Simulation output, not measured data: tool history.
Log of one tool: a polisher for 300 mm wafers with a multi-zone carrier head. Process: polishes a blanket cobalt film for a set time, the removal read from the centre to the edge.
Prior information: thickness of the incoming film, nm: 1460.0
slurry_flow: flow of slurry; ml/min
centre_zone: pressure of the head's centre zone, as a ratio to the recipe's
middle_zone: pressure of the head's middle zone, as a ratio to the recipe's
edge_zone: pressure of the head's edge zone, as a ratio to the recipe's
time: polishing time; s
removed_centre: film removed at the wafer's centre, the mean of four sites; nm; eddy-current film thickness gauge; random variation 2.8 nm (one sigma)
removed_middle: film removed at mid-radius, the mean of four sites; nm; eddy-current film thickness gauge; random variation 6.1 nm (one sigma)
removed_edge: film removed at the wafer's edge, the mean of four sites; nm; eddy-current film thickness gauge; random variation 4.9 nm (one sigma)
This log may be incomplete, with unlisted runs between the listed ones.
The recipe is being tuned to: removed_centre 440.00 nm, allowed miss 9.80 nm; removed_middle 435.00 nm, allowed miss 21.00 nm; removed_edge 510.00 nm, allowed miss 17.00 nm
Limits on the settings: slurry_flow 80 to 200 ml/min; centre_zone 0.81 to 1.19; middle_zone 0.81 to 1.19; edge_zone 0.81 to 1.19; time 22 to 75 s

run	hour	slurry_flow	centre_zone	middle_zone	edge_zone	time	removed_centre	removed_middle	removed_edge
1	0.0	130	1.00	1.00	1.00	48	329.11	343.67	328.56
2	5.5	130	1.00	1.00	1.00	38	262.29	260.48	257.88
3	9.9	130	1.00	0.98	1.03	41	284.55	285.03	281.85
4	16.6	130	1.00	0.98	0.98	41	283.03	285.92	276.41
5	23.3	130	0.95	0.98	0.98	41	269.50	284.83	276.67
6	26.5	155	0.95	0.98	0.98	41	278.18	289.80	282.05
7	33.7	125	0.93	0.88	1.08	55	352.98	338.60	379.14
8	38.1	130	0.92	0.88	1.10	57	355.70	358.46	406.49
9	38.7	165	1.01	0.88	1.19	63	460.13	410.51	480.97
10	39.5	165	1.00	0.88	1.19	63	452.77	408.48	469.38
11	40.5	160	0.99	0.88	1.19	64	458.23	412.75	473.88
12	48.4	160	0.97	0.87	1.19	65	451.06	422.39	486.35
13	55.9	160	0.96	0.87	1.19	65	445.28	425.36	490.02
14	56.5	160	0.95	0.87	1.19	65	442.70	421.82	487.90
15	62.7	160	0.94	0.87	1.19	65	440.57	421.46	483.36

Of the 5 settings listed for the next run, only one would bring every result within its allowed miss of target. Which one?
A	68.9	195	1.03	1.01	1.11	58	?	?	?
B	68.9	165	0.90	0.96	1.14	68	?	?	?
C	68.9	190	1.00	0.97	1.19	59	?	?	?
D	68.9	190	1.00	0.92	1.14	60	?	?	?
E	68.9	130	0.91	0.87	1.14	70	?	?	?

move	removed_centre	removed_middle	removed_edge
A	439.50	432.43	429.14
B	438.70	474.86	501.73
C	432.31	423.70	451.60
D	439.48	412.25	449.42
E	437.34	433.84	503.42
A: lands further from the targets than the last run did
B: gets the furthest-off result to its target, but another result is out of tolerance
C: lands further from the targets than the last run did
D: lands further from the targets than the last run did
E: meets every target
Move E is the one to make.
